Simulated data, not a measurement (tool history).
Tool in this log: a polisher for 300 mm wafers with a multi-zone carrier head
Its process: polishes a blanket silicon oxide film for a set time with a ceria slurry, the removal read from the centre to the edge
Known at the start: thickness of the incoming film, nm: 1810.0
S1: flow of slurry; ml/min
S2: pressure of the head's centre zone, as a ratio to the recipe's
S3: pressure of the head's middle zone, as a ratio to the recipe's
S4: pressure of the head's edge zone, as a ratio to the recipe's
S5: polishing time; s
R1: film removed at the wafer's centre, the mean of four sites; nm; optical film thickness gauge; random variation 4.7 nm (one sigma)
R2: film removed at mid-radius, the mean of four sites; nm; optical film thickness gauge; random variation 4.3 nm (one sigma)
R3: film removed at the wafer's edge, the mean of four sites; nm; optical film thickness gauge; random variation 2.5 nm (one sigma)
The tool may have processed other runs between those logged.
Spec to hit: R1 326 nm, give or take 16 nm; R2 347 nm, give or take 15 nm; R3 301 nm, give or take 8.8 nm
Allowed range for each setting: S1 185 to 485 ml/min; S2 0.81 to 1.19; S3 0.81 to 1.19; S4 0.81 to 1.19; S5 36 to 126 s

{"run": 1, "hour": 0.0, "S1": 310, "S2": 1, "S3": 1, "S4": 1, "S5": 81, "R1": 459.29, "R2": 442.87, "R3": 441.1}
{"run": 2, "hour": 1.7, "S1": 310, "S2": 1, "S3": 1.01, "S4": 0.98, "S5": 78, "R1": 440.84, "R2": 438.93, "R3": 420.36}
{"run": 3, "hour": 4.1, "S1": 310, "S2": 1, "S3": 1.01, "S4": 1.05, "S5": 78, "R1": 433.88, "R2": 442.4, "R3": 438.18}
{"run": 4, "hour": 6.7, "S1": 310, "S2": 1, "S3": 1.02, "S4": 1.03, "S5": 75, "R1": 431.58, "R2": 417.26, "R3": 422.2}
{"run": 5, "hour": 9.2, "S1": 310, "S2": 1, "S3": 1.02, "S4": 1.03, "S5": 60, "R1": 337.24, "R2": 338.22, "R3": 334.88}
{"run": 6, "hour": 16.5, "S1": 310, "S2": 1.06, "S3": 1.02, "S4": 1.03, "S5": 60, "R1": 361.37, "R2": 336.79, "R3": 328.48}
{"run": 7, "hour": 19.9, "S1": 310, "S2": 1.05, "S3": 1.03, "S4": 1.02, "S5": 60, "R1": 366.2, "R2": 337.44, "R3": 331.61}
{"run": 8, "hour": 21.9, "S1": 310, "S2": 1.04, "S3": 1.04, "S4": 1, "S5": 60, "R1": 357.44, "R2": 345.19, "R3": 330.02}
{"run": 9, "hour": 30.2, "S1": 310, "S2": 1.03, "S3": 1.04, "S4": 0.98, "S5": 60, "R1": 346.24, "R2": 343, "R3": 327.23}
{"run": 10, "hour": 38.8, "S1": 310, "S2": 1.03, "S3": 1.04, "S4": 0.96, "S5": 60, "R1": 360.54, "R2": 337.13, "R3": 318.08}
{"run": 11, "hour": 40.4, "S1": 310, "S2": 1.02, "S3": 1.05, "S4": 0.95, "S5": 60, "R1": 347.7, "R2": 341.07, "R3": 316.35}
{"run": 12, "hour": 41.1, "S1": 310, "S2": 1.02, "S3": 1.06, "S4": 0.94, "S5": 60, "R1": 350.42, "R2": 343.79, "R3": 318.33}
{"run": 13, "hour": 45.6, "S1": 310, "S2": 1.01, "S3": 1.07, "S4": 0.93, "S5": 60, "R1": 353.56, "R2": 346.28, "R3": 316.61}
{"run": 14, "hour": 48.0, "S1": 310, "S2": 1, "S3": 1.07, "S4": 0.92, "S5": 60, "R1": 339.89, "R2": 349.88, "R3": 315.62}
{"run": 15, "hour": 49.0, "S1": 310, "S2": 1, "S3": 1.07, "S4": 0.92, "S5": 60, "R1": 347.44, "R2": 351.88, "R3": 311.8}

Pick the move, out of 4, that brings all results within their allowed miss; only one does.
{"run": "A", "hour": 50.0, "S1": 320, "S2": 1, "S3": 0.96, "S4": 0.91, "S5": 57, "R1": "?", "R2": "?", "R3": "?"}
{"run": "B", "hour": 50.0, "S1": 300, "S2": 0.88, "S3": 1.07, "S4": 0.87, "S5": 59, "R1": "?", "R2": "?", "R3": "?"}
{"run": "C", "hour": 50.0, "S1": 475, "S2": 1.1, "S3": 1.04, "S4": 0.99, "S5": 59, "R1": "?", "R2": "?", "R3": "?"}
{"run": "D", "hour": 50.0, "S1": 265, "S2": 0.93, "S3": 1.05, "S4": 0.82, "S5": 62, "R1": "?", "R2": "?", "R3": "?"}

move=A R1=330 R2=306.82 R3=299.07
move=B R1=298.3 R2=346.05 R3=301.31
move=C R1=389.48 R2=350.4 R3=329.63
move=D R1=326.17 R2=352.71 R3=305.17
A: brings the result that was furthest off to its target, and leaves another outside
B: pushes the last run's worst result past its target
C: further off than the last run
D: all results in spec
Move D is the one to make.
